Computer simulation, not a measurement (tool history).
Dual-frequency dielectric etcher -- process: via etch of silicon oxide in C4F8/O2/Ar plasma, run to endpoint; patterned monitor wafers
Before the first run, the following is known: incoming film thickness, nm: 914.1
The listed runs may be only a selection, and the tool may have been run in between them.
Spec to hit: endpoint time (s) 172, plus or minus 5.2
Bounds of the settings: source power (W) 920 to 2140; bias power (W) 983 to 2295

run 1 day=0 | source_power_(W)=1530 bias_power_(W)=1639 | endpoint_time_(s)=209.87
run 2 day=0.112 | source_power_(W)=1640 bias_power_(W)=1709 | endpoint_time_(s)=200.28
run 3 day=0.142 | source_power_(W)=1720 bias_power_(W)=1748 | endpoint_time_(s)=194.78
run 4 day=0.404 | source_power_(W)=1720 bias_power_(W)=1616 | endpoint_time_(s)=199.48
run 5 day=0.467 | source_power_(W)=1800 bias_power_(W)=1665 | endpoint_time_(s)=191.4
run 6 day=0.812 | source_power_(W)=1860 bias_power_(W)=1686 | endpoint_time_(s)=187.66
run 7 day=1.075 | source_power_(W)=1910 bias_power_(W)=1704 | endpoint_time_(s)=186.02
run 8 day=1.292 | source_power_(W)=1910 bias_power_(W)=1704 | endpoint_time_(s)=187.81
run 9 day=1.471 | source_power_(W)=1960 bias_power_(W)=1750 | endpoint_time_(s)=181.89
run 10 day=1.704 | source_power_(W)=1990 bias_power_(W)=1767 | endpoint_time_(s)=182.36
run 11 day=1.771 | source_power_(W)=2020 bias_power_(W)=1809 | endpoint_time_(s)=181

Exactly one of the 5 candidate moves below puts every result within its allowed miss. Which one?
run A day=1.838 | source_power_(W)=1900 bias_power_(W)=1801 | endpoint_time_(s)=?
run B day=1.838 | source_power_(W)=1900 bias_power_(W)=1940 | endpoint_time_(s)=?
run C day=1.838 | source_power_(W)=1970 bias_power_(W)=1854 | endpoint_time_(s)=?
run D day=1.838 | source_power_(W)=2060 bias_power_(W)=1688 | endpoint_time_(s)=?
run E day=1.838 | source_power_(W)=2140 bias_power_(W)=1869 | endpoint_time_(s)=?

move=A endpoint_time_(s)=185.95
move=B endpoint_time_(s)=182.77
move=C endpoint_time_(s)=181.75
move=D endpoint_time_(s)=181.99
move=E endpoint_time_(s)=174.86
A: the biggest miss grows against the last run
B: the biggest miss grows against the last run
C: the biggest miss grows against the last run
D: the biggest miss grows against the last run
E: every result lands within tolerance
E meets every target.

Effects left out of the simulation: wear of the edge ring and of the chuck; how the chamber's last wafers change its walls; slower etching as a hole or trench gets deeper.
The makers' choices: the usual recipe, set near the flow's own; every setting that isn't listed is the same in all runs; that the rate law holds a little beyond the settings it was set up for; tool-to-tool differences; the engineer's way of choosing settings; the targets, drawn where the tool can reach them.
